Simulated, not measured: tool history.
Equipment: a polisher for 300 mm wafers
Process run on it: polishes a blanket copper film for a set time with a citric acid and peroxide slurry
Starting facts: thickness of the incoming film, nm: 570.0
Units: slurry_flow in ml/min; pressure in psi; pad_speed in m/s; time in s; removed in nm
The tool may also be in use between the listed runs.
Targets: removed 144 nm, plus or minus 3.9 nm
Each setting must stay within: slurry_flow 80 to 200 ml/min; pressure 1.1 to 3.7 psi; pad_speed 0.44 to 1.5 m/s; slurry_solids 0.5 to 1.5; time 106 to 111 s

run 1 day=0 | slurry_flow=130 pressure=2.4 pad_speed=0.96 slurry_solids=1 time=106 | removed=168.76
run 2 day=0.146 | slurry_flow=125 pressure=2.4 pad_speed=0.96 slurry_solids=1 time=106 | removed=167.93
run 3 day=0.171 | slurry_flow=120 pressure=2.4 pad_speed=0.96 slurry_solids=1 time=106 | removed=164.94
run 4 day=0.292 | slurry_flow=120 pressure=2.6 pad_speed=0.96 slurry_solids=1 time=106 | removed=173.92
run 5 day=0.371 | slurry_flow=120 pressure=2.3 pad_speed=0.96 slurry_solids=1 time=106 | removed=161.09
run 6 day=0.692 | slurry_flow=120 pressure=2.3 pad_speed=0.96 slurry_solids=1 time=111 | removed=168.27
run 7 day=1.062 | slurry_flow=115 pressure=2.3 pad_speed=0.96 slurry_solids=1 time=111 | removed=167.44
run 8 day=1.121 | slurry_flow=110 pressure=2.3 pad_speed=0.96 slurry_solids=1 time=111 | removed=165.96
run 9 day=1.296 | slurry_flow=105 pressure=2.3 pad_speed=0.96 slurry_solids=1 time=111 | removed=163.63

Pick the move, out of 5, that brings all results within their allowed miss; only one does.
run A day=1.471 | slurry_flow=105 pressure=1.9 pad_speed=0.96 slurry_solids=0.75 time=106 | removed=?
run B day=1.471 | slurry_flow=85 pressure=2.5 pad_speed=1.14 slurry_solids=1.4 time=106 | removed=?
run C day=1.471 | slurry_flow=105 pressure=2.2 pad_speed=0.9 slurry_solids=1.1 time=106 | removed=?
run D day=1.471 | slurry_flow=105 pressure=2.4 pad_speed=1.02 slurry_solids=1.15 time=111 | removed=?
run E day=1.471 | slurry_flow=105 pressure=2.3 pad_speed=0.98 slurry_solids=1.1 time=111 | removed=?

move=A removed=131.95
move=B removed=190.46
move=C removed=143.28
move=D removed=179.86
move=E removed=167.32
A: the result that was furthest off in the last run now lies on the other side of its target
B: further off than the last run
C: meets every target
D: further off than the last run
E: further off than the last run
Go with C: it meets all targets.

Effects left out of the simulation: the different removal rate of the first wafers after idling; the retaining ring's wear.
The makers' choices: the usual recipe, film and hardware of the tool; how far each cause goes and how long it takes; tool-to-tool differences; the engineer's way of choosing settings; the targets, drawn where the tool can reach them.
